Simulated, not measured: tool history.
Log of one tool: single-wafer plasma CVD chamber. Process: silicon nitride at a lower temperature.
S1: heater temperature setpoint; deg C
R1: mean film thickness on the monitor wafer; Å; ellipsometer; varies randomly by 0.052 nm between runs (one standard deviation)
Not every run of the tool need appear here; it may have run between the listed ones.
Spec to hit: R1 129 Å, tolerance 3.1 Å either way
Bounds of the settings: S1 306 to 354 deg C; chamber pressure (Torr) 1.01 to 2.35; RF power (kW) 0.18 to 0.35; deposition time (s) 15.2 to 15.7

run 1 hour=0 | S1=330 chamber_pressure_(Torr)=1.68 RF_power_(kW)=0.265 deposition_time_(s)=15.2 | R1=169.05
run 2 hour=2.4 | S1=330 chamber_pressure_(Torr)=1.68 RF_power_(kW)=0.265 deposition_time_(s)=15.2 | R1=169.69
run 3 hour=3.3 | S1=330 chamber_pressure_(Torr)=1.47 RF_power_(kW)=0.265 deposition_time_(s)=15.2 | R1=163.07
run 4 hour=6.9 | S1=330 chamber_pressure_(Torr)=1.35 RF_power_(kW)=0.265 deposition_time_(s)=15.2 | R1=159.65
run 5 hour=7.8 | S1=330 chamber_pressure_(Torr)=1.35 RF_power_(kW)=0.265 deposition_time_(s)=15.2 | R1=159.4
run 6 hour=13 | S1=330 chamber_pressure_(Torr)=1.52 RF_power_(kW)=0.265 deposition_time_(s)=15.2 | R1=165.07
run 7 hour=13.6 | S1=330 chamber_pressure_(Torr)=1.37 RF_power_(kW)=0.245 deposition_time_(s)=15.2 | R1=151.88
run 8 hour=18 | S1=330 chamber_pressure_(Torr)=1.37 RF_power_(kW)=0.245 deposition_time_(s)=15.2 | R1=151.76
run 9 hour=26.9 | S1=330 chamber_pressure_(Torr)=1.27 RF_power_(kW)=0.23 deposition_time_(s)=15.2 | R1=142.88
run 10 hour=27.9 | S1=330 chamber_pressure_(Torr)=1.2 RF_power_(kW)=0.22 deposition_time_(s)=15.2 | R1=135.98

Next run, 5 choices. One meets every target within its allowed miss, the rest don't. Which?
run A hour=28.9 | S1=329 chamber_pressure_(Torr)=1.19 RF_power_(kW)=0.215 deposition_time_(s)=15.5 | R1=?
run B hour=28.9 | S1=329 chamber_pressure_(Torr)=1.14 RF_power_(kW)=0.225 deposition_time_(s)=15.2 | R1=?
run C hour=28.9 | S1=338 chamber_pressure_(Torr)=1.29 RF_power_(kW)=0.215 deposition_time_(s)=15.7 | R1=?
run D hour=28.9 | S1=330 chamber_pressure_(Torr)=1.08 RF_power_(kW)=0.23 deposition_time_(s)=15.2 | R1=?
run E hour=28.9 | S1=350 chamber_pressure_(Torr)=1.25 RF_power_(kW)=0.195 deposition_time_(s)=15.6 | R1=?

move=A R1=136.63
move=B R1=136.61
move=C R1=141.25
move=D R1=136.39
move=E R1=129.29
A: the biggest miss grows against the last run
B: the biggest miss grows against the last run
C: the biggest miss grows against the last run
D: the biggest miss grows against the last run
E: each result inside its tolerance
Go with E: it meets all targets.

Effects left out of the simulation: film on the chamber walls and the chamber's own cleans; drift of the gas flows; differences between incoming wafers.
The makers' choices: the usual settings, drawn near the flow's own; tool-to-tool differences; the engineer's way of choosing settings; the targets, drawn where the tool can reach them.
